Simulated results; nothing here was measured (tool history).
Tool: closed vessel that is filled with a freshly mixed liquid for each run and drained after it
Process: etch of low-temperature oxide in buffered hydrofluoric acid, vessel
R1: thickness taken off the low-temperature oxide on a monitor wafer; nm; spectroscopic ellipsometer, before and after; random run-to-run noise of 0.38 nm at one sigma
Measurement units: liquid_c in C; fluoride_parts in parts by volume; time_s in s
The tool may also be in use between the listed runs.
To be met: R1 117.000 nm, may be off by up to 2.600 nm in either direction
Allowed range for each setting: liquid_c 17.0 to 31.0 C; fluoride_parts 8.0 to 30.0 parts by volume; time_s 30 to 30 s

Run 1, day 0.000: liquid_c 23.0 C, fluoride_parts 22.5 parts by volume, time_s 30 s. Result: R1 45.267 nm.
Run 2, day 0.054: liquid_c 25.5 C, fluoride_parts 18.0 parts by volume, time_s 30 s. Result: R1 62.389 nm.
Run 3, day 0.275: liquid_c 25.5 C, fluoride_parts 18.0 parts by volume, time_s 30 s. Result: R1 62.629 nm.
Run 4, day 0.608: liquid_c 25.5 C, fluoride_parts 18.0 parts by volume, time_s 30 s. Result: R1 62.720 nm.
Run 5, day 0.692: liquid_c 25.5 C, fluoride_parts 18.0 parts by volume, time_s 30 s. Result: R1 63.058 nm.
Run 6, day 1.067: liquid_c 25.5 C, fluoride_parts 18.0 parts by volume, time_s 30 s. Result: R1 62.478 nm.
Run 7, day 1.196: liquid_c 27.5 C, fluoride_parts 15.5 parts by volume, time_s 30 s. Result: R1 80.152 nm.
Run 8, day 1.408: liquid_c 28.5 C, fluoride_parts 14.5 parts by volume, time_s 30 s. Result: R1 90.734 nm.
Run 9, day 1.617: liquid_c 29.5 C, fluoride_parts 14.0 parts by volume, time_s 30 s. Result: R1 99.379 nm.
Run 10, day 1.688: liquid_c 31.0 C, fluoride_parts 11.5 parts by volume, time_s 30 s. Result: R1 130.570 nm.
Run 11, day 1.796: liquid_c 31.0 C, fluoride_parts 11.5 parts by volume, time_s 30 s. Result: R1 129.700 nm.
Run 12, day 1.846: liquid_c 30.5 C, fluoride_parts 11.5 parts by volume, time_s 30 s. Result: R1 127.020 nm.
Run 13, day 1.921: liquid_c 30.0 C, fluoride_parts 11.5 parts by volume, time_s 30 s. Result: R1 123.370 nm.
Run 14, day 2.204: liquid_c 29.5 C, fluoride_parts 11.5 parts by volume, time_s 30 s. Result: R1 119.890 nm.

5 next moves are on the table. One of them brings every result within its allowed miss. Which?
Run A, day 2.488: liquid_c 29.0 C, fluoride_parts 12.0 parts by volume, time_s 30 s. Result: R1 ?.
Run B, day 2.488: liquid_c 30.5 C, fluoride_parts 12.5 parts by volume, time_s 30 s. Result: R1 ?.
Run C, day 2.488: liquid_c 31.0 C, fluoride_parts 12.0 parts by volume, time_s 30 s. Result: R1 ?.
Run D, day 2.488: liquid_c 30.5 C, fluoride_parts 13.5 parts by volume, time_s 30 s. Result: R1 ?.
Run E, day 2.488: liquid_c 27.0 C, fluoride_parts 11.0 parts by volume, time_s 30 s. Result: R1 ?.

move       R1
   A  111.590
   B  116.030
   C  123.940
   D  107.620
   E  109.220
A: moves the result that the last run missed by most past its target, out the other side
B: each result inside its tolerance
C: lands further from the targets than the last run did
D: moves the result that the last run missed by most past its target, out the other side
E: moves the result that the last run missed by most past its target, out the other side
The right move is B.
